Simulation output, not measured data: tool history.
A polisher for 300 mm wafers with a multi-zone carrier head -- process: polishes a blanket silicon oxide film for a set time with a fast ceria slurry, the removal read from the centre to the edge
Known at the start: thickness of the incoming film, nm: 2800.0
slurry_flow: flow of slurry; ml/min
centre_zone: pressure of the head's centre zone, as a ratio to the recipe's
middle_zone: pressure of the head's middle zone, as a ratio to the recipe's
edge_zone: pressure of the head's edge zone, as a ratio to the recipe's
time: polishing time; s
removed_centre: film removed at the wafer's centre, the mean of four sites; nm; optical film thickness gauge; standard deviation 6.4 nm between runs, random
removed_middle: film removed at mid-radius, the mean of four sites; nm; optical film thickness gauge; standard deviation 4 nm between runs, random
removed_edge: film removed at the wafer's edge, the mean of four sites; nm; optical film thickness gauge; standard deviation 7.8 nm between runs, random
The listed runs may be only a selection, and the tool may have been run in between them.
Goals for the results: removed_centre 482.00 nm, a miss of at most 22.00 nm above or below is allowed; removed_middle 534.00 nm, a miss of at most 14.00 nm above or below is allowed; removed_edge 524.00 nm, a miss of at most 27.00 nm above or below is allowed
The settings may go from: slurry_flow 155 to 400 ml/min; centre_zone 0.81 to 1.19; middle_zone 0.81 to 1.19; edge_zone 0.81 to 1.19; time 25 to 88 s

run	day	slurry_flow	centre_zone	middle_zone	edge_zone	time	removed_centre	removed_middle	removed_edge
1	0.000	255	1.00	1.00	1.00	56	641.98	641.98	675.15
2	0.046	255	0.99	1.00	0.98	55	634.44	631.92	644.66
3	0.254	285	0.99	1.00	0.98	55	632.62	639.25	664.93
4	0.558	285	0.99	1.00	0.98	62	724.23	716.23	719.33
5	0.775	285	0.99	1.00	0.94	62	730.89	724.70	732.68
6	1.021	280	0.98	1.00	0.93	59	684.15	677.14	678.71
7	1.254	275	0.96	1.00	0.92	57	639.53	652.23	653.92
8	1.333	270	0.95	1.00	0.91	56	621.87	640.28	639.86
9	1.533	265	0.94	1.00	0.90	55	609.29	633.98	613.75
10	1.725	260	0.92	0.99	0.90	54	589.53	606.80	589.66
11	1.983	260	0.91	0.99	0.91	53	558.11	607.57	595.73
12	2.162	255	0.90	0.98	0.90	53	554.43	590.88	590.20
13	2.242	250	0.89	0.98	0.89	53	537.36	597.45	594.98

Exercise: of the 5 proposed moves below, exactly one satisfies all targets within the stated allowed misses. Which move is it?
A	2.321	225	0.88	0.97	0.84	49	?	?	?
B	2.321	270	0.90	0.92	1.04	59	?	?	?
C	2.321	265	1.17	0.94	0.81	48	?	?	?
D	2.321	260	1.08	1.07	0.81	52	?	?	?
E	2.321	275	1.03	0.81	1.00	53	?	?	?

move	removed_centre	removed_middle	removed_edge
A	492.61	533.05	522.33
B	622.82	628.57	708.03
C	658.47	518.92	512.02
D	657.03	626.01	552.76
E	642.00	509.18	625.91
A: each result inside its tolerance
B: its largest miss is bigger than the last run's
C: the result that was furthest off in the last run now lies on the other side of its target
D: its largest miss is bigger than the last run's
E: the result that was furthest off in the last run now lies on the other side of its target
The move that meets every target is A.
